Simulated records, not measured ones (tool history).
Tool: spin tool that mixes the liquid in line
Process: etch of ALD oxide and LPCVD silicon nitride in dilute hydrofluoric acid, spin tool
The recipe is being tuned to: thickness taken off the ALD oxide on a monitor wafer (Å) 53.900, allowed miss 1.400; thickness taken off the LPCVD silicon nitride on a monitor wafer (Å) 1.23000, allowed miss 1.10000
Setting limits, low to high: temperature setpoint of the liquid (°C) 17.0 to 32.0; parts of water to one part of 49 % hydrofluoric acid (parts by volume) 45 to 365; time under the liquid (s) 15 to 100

run	hour	temperature setpoint of the liquid (°C)	parts of water to one part of 49 % hydrofluoric acid (parts by volume)	time under the liquid (s)	thickness taken off the ALD oxide on a monitor wafer (Å)	thickness taken off the LPCVD silicon nitride on a monitor wafer (Å)
1	0.0	24.0	205	50	43.597	1.53230
2	8.2	24.0	205	70	61.941	2.89960
3	11.9	21.5	205	70	55.526	0.55507
4	12.4	22.0	210	70	55.241	1.71870
5	19.6	19.5	210	70	50.478	1.60380
# hour 25.8: hydrofluoric acid flow meter replaced
6	25.8	20.0	210	70	47.806	0.62430
7	29.4	20.5	210	70	48.755	1.61750
8	35.7	21.0	210	70	49.160	0.95021
9	44.0	21.5	210	70	50.129	1.20890

Which of these 4 next moves meets every target?
A	52.3	20.0	190	70	?	?
B	52.3	23.0	225	65	?	?
C	52.3	17.0	185	65	?	?
D	52.3	20.0	200	70	?	?

move	thickness taken off the ALD oxide on a monitor wafer (Å)	thickness taken off the LPCVD silicon nitride on a monitor wafer (Å)
A	53.681	1.58830
B	45.515	1.51720
C	45.689	1.23850
D	50.496	1.51110
A: all results land within tolerance of their targets
B: moves away from the targets compared with the last run
C: moves away from the targets compared with the last run
D: nearer than the last run, and not there yet
Answer: A
